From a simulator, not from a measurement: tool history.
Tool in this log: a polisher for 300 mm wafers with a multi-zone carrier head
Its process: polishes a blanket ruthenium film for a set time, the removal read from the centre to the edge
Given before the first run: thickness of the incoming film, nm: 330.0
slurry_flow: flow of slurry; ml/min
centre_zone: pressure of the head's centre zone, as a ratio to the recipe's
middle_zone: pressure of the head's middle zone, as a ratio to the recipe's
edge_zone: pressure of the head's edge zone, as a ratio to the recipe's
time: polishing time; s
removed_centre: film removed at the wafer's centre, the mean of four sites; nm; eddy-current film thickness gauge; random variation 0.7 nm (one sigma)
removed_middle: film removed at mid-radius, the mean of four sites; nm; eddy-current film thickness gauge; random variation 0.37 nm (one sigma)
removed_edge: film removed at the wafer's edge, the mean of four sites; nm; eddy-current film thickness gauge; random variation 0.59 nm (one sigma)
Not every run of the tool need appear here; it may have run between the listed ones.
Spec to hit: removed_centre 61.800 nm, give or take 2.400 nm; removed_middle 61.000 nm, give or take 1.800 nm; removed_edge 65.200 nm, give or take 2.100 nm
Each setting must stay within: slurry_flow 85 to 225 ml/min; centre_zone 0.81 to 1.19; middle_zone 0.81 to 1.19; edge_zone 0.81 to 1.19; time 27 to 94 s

| run | day | slurry_flow | centre_zone | middle_zone | edge_zone | time | removed_centre | removed_middle | removed_edge |
|---|---|---|---|---|---|---|---|---|---|
| 1 | 0.000 | 145 | 1.00 | 1.00 | 1.00 | 60 | 74.750 | 74.992 | 74.209 |
| 2 | 0.142 | 135 | 0.98 | 0.97 | 0.98 | 59 | 70.120 | 70.037 | 71.057 |
| 3 | 0.308 | 135 | 1.03 | 0.97 | 0.98 | 59 | 73.608 | 70.163 | 70.746 |
| 4 | 0.458 | 135 | 1.08 | 0.97 | 0.98 | 59 | 76.379 | 70.573 | 70.767 |
| 5 | 0.646 | 125 | 1.05 | 0.96 | 0.97 | 59 | 73.177 | 69.109 | 68.847 |
| 6 | 0.838 | 125 | 1.05 | 0.96 | 0.91 | 59 | 74.499 | 67.903 | 68.213 |
| 7 | 0.992 | 120 | 1.02 | 0.95 | 0.92 | 59 | 71.326 | 66.422 | 67.221 |
| 8 | 1.346 | 115 | 1.00 | 0.94 | 0.93 | 59 | 68.466 | 65.802 | 67.673 |
| 9 | 1.692 | 110 | 0.99 | 0.93 | 0.93 | 59 | 66.743 | 64.725 | 66.175 |
| 10 | 2.067 | 105 | 0.98 | 0.92 | 0.94 | 59 | 64.558 | 62.159 | 66.966 |

Which single option among these 5 for the next run brings every result within its allowed miss of target? Just one does.
| A | 2.442 | 115 | 1.00 | 0.88 | 0.90 | 60 | ? | ? | ? |
| B | 2.442 | 85 | 0.81 | 0.90 | 0.96 | 66 | ? | ? | ? |
| C | 2.442 | 85 | 0.91 | 0.92 | 0.97 | 65 | ? | ? | ? |
| D | 2.442 | 110 | 0.92 | 0.88 | 0.88 | 59 | ? | ? | ? |
| E | 2.442 | 120 | 1.02 | 0.84 | 0.96 | 60 | ? | ? | ? |

| move | removed_centre | removed_middle | removed_edge |
|---|---|---|---|
| A | 69.107 | 62.421 | 67.765 |
| B | 54.638 | 63.228 | 71.168 |
| C | 60.524 | 63.384 | 70.325 |
| D | 61.570 | 60.628 | 65.564 |
| E | 71.421 | 60.768 | 69.869 |
A: lands further from the targets than the last run did
B: carries the result that was furthest off beyond its target, to the other side
C: corrects the largest miss of the last run, while another result sits out of spec
D: each result inside its tolerance
E: lands further from the targets than the last run did
Answer: D

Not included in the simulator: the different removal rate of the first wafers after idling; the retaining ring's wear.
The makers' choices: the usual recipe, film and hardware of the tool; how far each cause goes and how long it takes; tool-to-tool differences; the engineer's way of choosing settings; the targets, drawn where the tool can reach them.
